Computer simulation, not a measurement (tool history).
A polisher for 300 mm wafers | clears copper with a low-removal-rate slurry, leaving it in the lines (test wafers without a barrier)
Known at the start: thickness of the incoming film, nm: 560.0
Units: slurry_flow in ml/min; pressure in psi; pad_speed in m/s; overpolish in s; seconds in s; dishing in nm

| run | hour | slurry_flow | pressure | pad_speed | slurry_solids | overpolish | seconds | dishing |
|---|---|---|---|---|---|---|---|---|
| 1 | 0.0 | 285 | 4.0 | 0.88 | 1.0 | 18 | 156.59 | 30.098 |
| 2 | 7.9 | 285 | 4.0 | 1.02 | 1.0 | 18 | 135.58 | 30.997 |
| 3 | 10.9 | 285 | 4.8 | 1.02 | 1.0 | 18 | 115.43 | 33.953 |
| 4 | 15.2 | 225 | 4.8 | 1.02 | 1.0 | 18 | 116.44 | 34.088 |
| 5 | 21.5 | 225 | 4.6 | 1.02 | 1.0 | 15 | 124.47 | 30.246 |
| 6 | 24.1 | 225 | 5.4 | 1.02 | 1.0 | 15 | 101.84 | 33.571 |
| 7 | 31.6 | 225 | 5.1 | 1.02 | 1.0 | 13 | 112.41 | 30.016 |

Forecast run 8:
| 8 | 34.4 | 225 | 4.6 | 1.02 | 1.0 | 6 | ? | ? |

Run 8 gave seconds 121.40 s, dishing 17.450 nm.
